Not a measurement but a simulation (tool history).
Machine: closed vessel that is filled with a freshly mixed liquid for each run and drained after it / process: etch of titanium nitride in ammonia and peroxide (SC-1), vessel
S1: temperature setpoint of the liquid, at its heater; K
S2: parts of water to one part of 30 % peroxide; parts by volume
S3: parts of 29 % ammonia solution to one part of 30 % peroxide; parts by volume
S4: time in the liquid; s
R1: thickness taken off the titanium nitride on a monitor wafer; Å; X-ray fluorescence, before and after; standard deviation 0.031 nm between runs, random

run 1 hour=0.0 | S1=325.15 S2=8.5 S3=0.6 S4=50 | R1=55.424
run 2 hour=7.5 | S1=324.65 S2=8.5 S3=0.6 S4=50 | R1=52.616
run 3 hour=12.2 | S1=324.65 S2=8.5 S3=0.6 S4=50 | R1=52.812
run 4 hour=15.9 | S1=318.65 S2=8.5 S3=0.6 S4=50 | R1=35.133
run 5 hour=20.2 | S1=318.65 S2=10.0 S3=0.6 S4=50 | R1=32.140
run 6 hour=26.6 | S1=315.65 S2=10.0 S3=0.6 S4=50 | R1=25.728
run 7 hour=28.1 | S1=317.15 S2=10.0 S3=0.6 S4=50 | R1=28.494
run 8 hour=30.3 | S1=318.65 S2=10.0 S3=0.6 S4=50 | R1=31.717
run 9 hour=38.4 | S1=326.65 S2=10.0 S3=0.6 S4=50 | R1=55.973

Run 10 has not been measured yet. What should we expect?
run 10 hour=45.9 | S1=326.15 S2=10.0 S3=0.6 S4=50 | R1=?

R1: 53.368 Å
